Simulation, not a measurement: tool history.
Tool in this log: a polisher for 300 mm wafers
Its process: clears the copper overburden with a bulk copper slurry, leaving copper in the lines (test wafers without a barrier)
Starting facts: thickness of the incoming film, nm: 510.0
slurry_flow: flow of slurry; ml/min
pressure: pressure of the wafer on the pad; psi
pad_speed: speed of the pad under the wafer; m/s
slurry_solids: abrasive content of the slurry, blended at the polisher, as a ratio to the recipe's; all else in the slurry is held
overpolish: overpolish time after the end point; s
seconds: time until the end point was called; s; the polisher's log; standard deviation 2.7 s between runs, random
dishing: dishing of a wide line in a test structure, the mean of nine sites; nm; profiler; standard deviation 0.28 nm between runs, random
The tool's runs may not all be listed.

run 1 day=0 | slurry_flow=295 pressure=1.7 pad_speed=1.22 slurry_solids=1 overpolish=17 | seconds=94.854 dishing=41.308
run 2 day=0.125 | slurry_flow=295 pressure=1.7 pad_speed=1.22 slurry_solids=0.85 overpolish=17 | seconds=97.705 dishing=41.941
run 3 day=0.379 | slurry_flow=295 pressure=1.7 pad_speed=1.22 slurry_solids=0.85 overpolish=21 | seconds=96.716 dishing=48.486
run 4 day=0.433 | slurry_flow=365 pressure=1.7 pad_speed=1.22 slurry_solids=0.85 overpolish=21 | seconds=97.057 dishing=47.678
run 5 day=0.646 | slurry_flow=365 pressure=2.1 pad_speed=1.22 slurry_solids=0.85 overpolish=21 | seconds=80.891 dishing=51.4
run 6 day=0.675 | slurry_flow=390 pressure=2 pad_speed=1.06 slurry_solids=1 overpolish=17 | seconds=90.635 dishing=41.837
-- day=0.862 slurry blender recalibrated
run 7 day=0.862 | slurry_flow=410 pressure=1.8 pad_speed=0.94 slurry_solids=1.1 overpolish=14 | seconds=102.77 dishing=37.584

Expected results for the next run?
run 8 day=0.921 | slurry_flow=355 pressure=1.8 pad_speed=0.84 slurry_solids=0.95 overpolish=12 | seconds=? dishing=?

seconds: 118.66 s
dishing: 29.778 nm
